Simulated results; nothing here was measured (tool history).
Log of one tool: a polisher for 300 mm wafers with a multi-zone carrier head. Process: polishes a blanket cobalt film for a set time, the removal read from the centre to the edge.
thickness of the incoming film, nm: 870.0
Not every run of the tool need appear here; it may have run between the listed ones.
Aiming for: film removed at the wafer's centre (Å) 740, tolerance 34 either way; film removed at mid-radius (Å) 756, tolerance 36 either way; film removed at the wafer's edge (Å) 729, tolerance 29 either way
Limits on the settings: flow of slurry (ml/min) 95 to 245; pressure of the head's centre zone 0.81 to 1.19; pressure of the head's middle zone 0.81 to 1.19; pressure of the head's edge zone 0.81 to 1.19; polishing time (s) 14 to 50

run	hour	flow of slurry (ml/min)	pressure of the head's centre zone	pressure of the head's middle zone	pressure of the head's edge zone	polishing time (s)	film removed at the wafer's centre (Å)	film removed at mid-radius (Å)	film removed at the wafer's edge (Å)
1	0	155	1	1	1	32	1117.8	1130.9	1040.2
2	2.7	150	0.98	0.98	0.98	30	1022	1020.1	989.27
3	7	150	0.98	0.98	1.05	30	1025.3	1024.9	1005
4	11.2	150	0.98	0.98	1.05	26	895.6	921.16	845.58
5	17.9	130	0.98	0.98	1.05	26	851.92	874.18	844.29
6	19	130	0.98	0.98	1.05	25	828.52	821.11	811.06
7	20.7	125	0.98	0.99	1.05	25	827.44	835.91	796.2
# hour 23.6: edge zone pressure recalibrated
8	23.6	120	0.98	0.99	1.05	25	829.64	807.3	851.11
9	25.5	125	0.97	0.97	1.05	24	789.96	788.07	824.57
10	31.1	125	0.97	0.98	1.05	24	762.51	789.29	815.63
11	35	125	0.98	0.99	1.05	24	793.31	793.34	814.41
12	36.3	130	0.98	0.99	1.05	23	745.54	772.32	793.06
13	39.9	135	1	0.99	1.06	22	747.1	757.68	758.31
14	46.8	135	1	0.99	1.06	22	750.8	737.88	751.51
15	54.7	140	1	1	1.06	22	758.92	753.45	777.67
16	56.4	145	0.99	0.96	1.05	22	748.05	733.49	775.82
17	58.9	145	1	0.98	1.05	22	761.64	740.59	775.02
18	65.3	145	1.01	1	1.06	22	778.2	772.41	768.68
19	72.1	145	1.01	1.01	1.06	22	772.72	765.95	769.04
20	77	145	1.01	1.02	1.06	22	773.49	764.95	771.98

Which single option among these 4 for the next run brings every result within its allowed miss of target? Just one does.
A	81.9	95	0.91	0.81	0.81	29	?	?	?
B	81.9	140	1.08	0.98	1.05	22	?	?	?
C	81.9	160	0.99	1.04	1.01	21	?	?	?
D	81.9	100	0.84	0.85	0.83	29	?	?	?

move	film removed at the wafer's centre (Å)	film removed at mid-radius (Å)	film removed at the wafer's edge (Å)
A	795	755.72	834.9
B	812.49	750.63	770.49
C	735.97	775.44	735.88
D	751.51	800.81	853.7
A: misses by more than the last run did
B: misses by more than the last run did
C: all results land within tolerance of their targets
D: misses by more than the last run did
So the answer is move C, the one that meets all the targets.
